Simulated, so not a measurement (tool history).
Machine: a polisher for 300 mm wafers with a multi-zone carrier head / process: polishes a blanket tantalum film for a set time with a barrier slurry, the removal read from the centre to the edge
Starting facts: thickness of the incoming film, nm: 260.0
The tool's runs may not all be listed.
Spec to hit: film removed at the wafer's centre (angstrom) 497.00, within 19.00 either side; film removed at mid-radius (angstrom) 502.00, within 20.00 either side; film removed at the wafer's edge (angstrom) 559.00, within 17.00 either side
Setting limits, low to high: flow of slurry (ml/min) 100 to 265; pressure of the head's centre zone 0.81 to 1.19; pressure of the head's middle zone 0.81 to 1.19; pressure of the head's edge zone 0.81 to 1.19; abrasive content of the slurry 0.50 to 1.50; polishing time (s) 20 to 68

| run | day | flow of slurry (ml/min) | pressure of the head's centre zone | pressure of the head's middle zone | pressure of the head's edge zone | abrasive content of the slurry | polishing time (s) | film removed at the wafer's centre (angstrom) | film removed at mid-radius (angstrom) | film removed at the wafer's edge (angstrom) |
|---|---|---|---|---|---|---|---|---|---|---|
| 1 | 0.000 | 170 | 1.00 | 1.00 | 1.00 | 1.00 | 44 | 817.59 | 824.05 | 817.02 |
| 2 | 0.050 | 170 | 1.00 | 1.00 | 1.07 | 1.00 | 44 | 824.82 | 802.30 | 820.55 |
| 3 | 0.250 | 165 | 0.99 | 0.99 | 1.07 | 0.95 | 43 | 785.64 | 776.21 | 789.74 |
| 4 | 0.446 | 165 | 0.99 | 0.99 | 1.07 | 0.80 | 43 | 770.16 | 762.50 | 766.83 |
| 5 | 0.479 | 165 | 0.99 | 0.99 | 1.14 | 0.80 | 43 | 771.39 | 744.55 | 789.37 |
| 6 | 0.679 | 160 | 0.97 | 0.97 | 1.13 | 0.75 | 42 | 725.89 | 706.01 | 765.94 |
| 7 | 0.938 | 155 | 0.96 | 0.96 | 1.12 | 0.70 | 41 | 676.47 | 686.78 | 712.58 |
| 8 | 1.171 | 150 | 0.95 | 0.94 | 1.13 | 0.65 | 40 | 653.01 | 624.22 | 699.25 |
| 9 | 1.412 | 145 | 0.94 | 0.93 | 1.11 | 0.65 | 39 | 618.99 | 618.97 | 681.57 |
| 10 | 1.658 | 135 | 0.93 | 0.88 | 1.08 | 0.50 | 31 | 462.75 | 436.55 | 497.03 |

Pick the move, out of 4, that brings all results within their allowed miss; only one does.
| A | 1.904 | 190 | 0.97 | 0.87 | 1.11 | 0.50 | 26 | ? | ? | ? |
| B | 1.904 | 195 | 0.91 | 0.91 | 1.15 | 0.50 | 32 | ? | ? | ? |
| C | 1.904 | 150 | 0.97 | 1.14 | 0.87 | 0.50 | 27 | ? | ? | ? |
| D | 1.904 | 170 | 0.85 | 1.04 | 0.98 | 0.60 | 31 | ? | ? | ? |

| move | film removed at the wafer's centre (angstrom) | film removed at mid-radius (angstrom) | film removed at the wafer's edge (angstrom) |
|---|---|---|---|
| A | 427.98 | 388.84 | 443.05 |
| B | 496.13 | 498.75 | 553.14 |
| C | 426.41 | 488.07 | 413.27 |
| D | 452.04 | 545.71 | 515.18 |
A: the biggest miss grows against the last run
B: all results land within tolerance of their targets
C: the biggest miss grows against the last run
D: moves toward the targets from the last run without getting all of them in spec
The right move is B.
